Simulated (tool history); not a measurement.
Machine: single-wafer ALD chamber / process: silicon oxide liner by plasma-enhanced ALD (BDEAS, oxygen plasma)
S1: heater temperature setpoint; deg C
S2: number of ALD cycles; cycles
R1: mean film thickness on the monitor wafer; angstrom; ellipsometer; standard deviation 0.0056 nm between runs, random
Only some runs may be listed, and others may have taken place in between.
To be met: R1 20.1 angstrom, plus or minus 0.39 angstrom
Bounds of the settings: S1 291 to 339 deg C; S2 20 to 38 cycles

{"run": 1, "hour": 0.0, "S1": 315, "S2": 29, "R1": 24.365}
{"run": 2, "hour": 3.0, "S1": 315, "S2": 27, "R1": 22.676}
{"run": 3, "hour": 7.6, "S1": 324, "S2": 27, "R1": 22.295}
{"run": 4, "hour": 14.2, "S1": 324, "S2": 31, "R1": 25.559}
{"run": 5, "hour": 22.2, "S1": 324, "S2": 34, "R1": 28.113}
{"run": 6, "hour": 25.3, "S1": 325, "S2": 32, "R1": 26.415}
{"run": 7, "hour": 32.6, "S1": 326, "S2": 30, "R1": 24.621}
{"run": 8, "hour": 35.3, "S1": 327, "S2": 29, "R1": 23.853}
{"run": 9, "hour": 39.6, "S1": 327, "S2": 28, "R1": 23.034}

5 candidate next runs follow, results not yet known. Just one meets every target within its allowed miss. Identify it.
{"run": "A", "hour": 43.9, "S1": 328, "S2": 33, "R1": "?"}
{"run": "B", "hour": 43.9, "S1": 320, "S2": 24, "R1": "?"}
{"run": "C", "hour": 43.9, "S1": 329, "S2": 26, "R1": "?"}
{"run": "D", "hour": 43.9, "S1": 332, "S2": 23, "R1": "?"}
{"run": "E", "hour": 43.9, "S1": 328, "S2": 26, "R1": "?"}

move=A R1=27.086
move=B R1=19.948
move=C R1=21.307
move=D R1=18.759
move=E R1=21.34
A: its largest miss is bigger than the last run's
B: in spec on every target
C: better than the last run, though not everything is in spec
D: takes the biggest miss from the last run beyond its target
E: better than the last run, though not everything is in spec
Move B is the one to make.
